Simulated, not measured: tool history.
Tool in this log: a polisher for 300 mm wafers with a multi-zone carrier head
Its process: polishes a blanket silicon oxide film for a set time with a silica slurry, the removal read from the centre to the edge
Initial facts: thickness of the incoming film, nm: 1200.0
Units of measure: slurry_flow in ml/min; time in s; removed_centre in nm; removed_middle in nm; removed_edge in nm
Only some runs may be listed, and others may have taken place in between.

run,hour,slurry_flow,centre_zone,middle_zone,edge_zone,slurry_solids,time,removed_centre,removed_middle,removed_edge
1,0,215,1,1,1,1,39,110.73,108.98,109.31
2,4.7,210,0.98,0.97,0.96,0.85,36,93.023,91.756,93.6
3,11.8,210,0.97,0.96,0.93,0.75,34,81.292,79.534,82.552
4,19,160,0.97,0.96,0.93,0.75,34,79.847,78.215,79.306
5,21.7,160,0.97,0.96,0.97,0.75,34,77.322,76.671,82.783
6,25.8,180,0.97,0.96,0.97,0.75,34,81.785,78.476,82.739

Run 7 has not been measured yet. What should we expect?
7,31.2,175,0.96,0.95,0.94,0.65,33,?,?,?

removed_centre: 71.434 nm
removed_middle: 69.928 nm
removed_edge: 71.01 nm
